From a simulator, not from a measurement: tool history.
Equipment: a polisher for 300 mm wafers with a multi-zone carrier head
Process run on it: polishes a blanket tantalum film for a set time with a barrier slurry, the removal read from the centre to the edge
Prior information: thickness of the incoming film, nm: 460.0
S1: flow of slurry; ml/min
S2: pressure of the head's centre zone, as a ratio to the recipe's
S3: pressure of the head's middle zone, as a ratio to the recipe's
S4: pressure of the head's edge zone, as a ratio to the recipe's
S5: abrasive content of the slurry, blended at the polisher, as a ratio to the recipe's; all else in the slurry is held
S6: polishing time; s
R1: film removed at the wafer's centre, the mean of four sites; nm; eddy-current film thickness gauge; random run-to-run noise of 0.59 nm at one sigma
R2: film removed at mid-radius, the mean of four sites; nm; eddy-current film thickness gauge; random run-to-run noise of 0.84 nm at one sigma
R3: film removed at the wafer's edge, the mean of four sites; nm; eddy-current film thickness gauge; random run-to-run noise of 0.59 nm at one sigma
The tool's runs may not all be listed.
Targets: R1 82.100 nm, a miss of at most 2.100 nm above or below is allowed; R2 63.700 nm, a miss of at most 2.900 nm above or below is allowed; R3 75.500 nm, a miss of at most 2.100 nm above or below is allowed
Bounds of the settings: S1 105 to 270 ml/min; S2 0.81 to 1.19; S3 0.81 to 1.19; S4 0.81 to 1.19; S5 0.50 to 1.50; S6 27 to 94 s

Run 1, hour 0.0: S1 175 ml/min, S2 1.00, S3 1.00, S4 1.00, S5 1.00, S6 60 s. Result: R1 87.967 nm, R2 86.970 nm, R3 87.391 nm.
Run 2, hour 5.9: S1 175 ml/min, S2 1.00, S3 1.00, S4 1.00, S5 1.10, S6 60 s. Result: R1 90.688 nm, R2 91.148 nm, R3 89.564 nm.
Run 3, hour 6.6: S1 165 ml/min, S2 1.01, S3 0.96, S4 0.98, S5 1.00, S6 60 s. Result: R1 87.675 nm, R2 84.078 nm, R3 85.778 nm.
Run 4, hour 9.2: S1 165 ml/min, S2 1.01, S3 0.96, S4 0.98, S5 0.85, S6 60 s. Result: R1 84.192 nm, R2 79.357 nm, R3 81.717 nm.
Run 5, hour 16.7: S1 195 ml/min, S2 1.01, S3 0.96, S4 0.98, S5 0.85, S6 60 s. Result: R1 86.523 nm, R2 79.848 nm, R3 81.758 nm.
Run 6, hour 24.5: S1 190 ml/min, S2 1.02, S3 0.92, S4 0.98, S5 0.80, S6 60 s. Result: R1 84.718 nm, R2 77.399 nm, R3 79.843 nm.
Run 7, hour 25.2: S1 175 ml/min, S2 1.05, S3 0.89, S4 1.01, S5 0.75, S6 60 s. Result: R1 82.735 nm, R2 71.481 nm, R3 79.038 nm.
Run 8, hour 32.3: S1 170 ml/min, S2 1.06, S3 0.87, S4 1.01, S5 0.75, S6 60 s. Result: R1 82.855 nm, R2 69.310 nm, R3 78.674 nm.
Run 9, hour 39.2: S1 165 ml/min, S2 1.07, S3 0.86, S4 1.00, S5 0.75, S6 60 s. Result: R1 83.014 nm, R2 67.912 nm, R3 78.353 nm.
Run 10, hour 46.8: S1 165 ml/min, S2 1.07, S3 0.85, S4 0.99, S5 0.75, S6 60 s. Result: R1 83.390 nm, R2 66.136 nm, R3 77.888 nm.
Run 11, hour 55.0: S1 165 ml/min, S2 1.07, S3 0.85, S4 0.98, S5 0.75, S6 60 s. Result: R1 83.562 nm, R2 66.587 nm, R3 76.526 nm.

Below are 5 possible settings for the next run. Only one of them brings all results inside the allowed miss of their targets. Which is it?
Run A, hour 63.2: S1 130 ml/min, S2 1.05, S3 0.81, S4 1.02, S5 0.85, S6 60 s. Result: R1 ?, R2 ?, R3 ?.
Run B, hour 63.2: S1 175 ml/min, S2 1.15, S3 0.81, S4 1.07, S5 0.60, S6 64 s. Result: R1 ?, R2 ?, R3 ?.
Run C, hour 63.2: S1 250 ml/min, S2 1.06, S3 0.88, S4 0.97, S5 0.75, S6 57 s. Result: R1 ?, R2 ?, R3 ?.
Run D, hour 63.2: S1 165 ml/min, S2 1.17, S3 1.00, S4 1.17, S5 0.55, S6 63 s. Result: R1 ?, R2 ?, R3 ?.
Run E, hour 63.2: S1 130 ml/min, S2 1.17, S3 0.89, S4 1.12, S5 0.80, S6 56 s. Result: R1 ?, R2 ?, R3 ?.

move      R1      R2      R3
   A  80.415  64.751  79.544
   B  86.981  63.350  78.296
   C  83.826  70.526  76.466
   D  82.343  70.182  76.275
   E  81.847  63.768  75.947
A: gets the furthest-off result to its target, but another result is out of tolerance
B: gets the furthest-off result to its target, but another result is out of tolerance
C: its largest miss is bigger than the last run's
D: its largest miss is bigger than the last run's
E: hits every target within its allowed miss
E meets every target.

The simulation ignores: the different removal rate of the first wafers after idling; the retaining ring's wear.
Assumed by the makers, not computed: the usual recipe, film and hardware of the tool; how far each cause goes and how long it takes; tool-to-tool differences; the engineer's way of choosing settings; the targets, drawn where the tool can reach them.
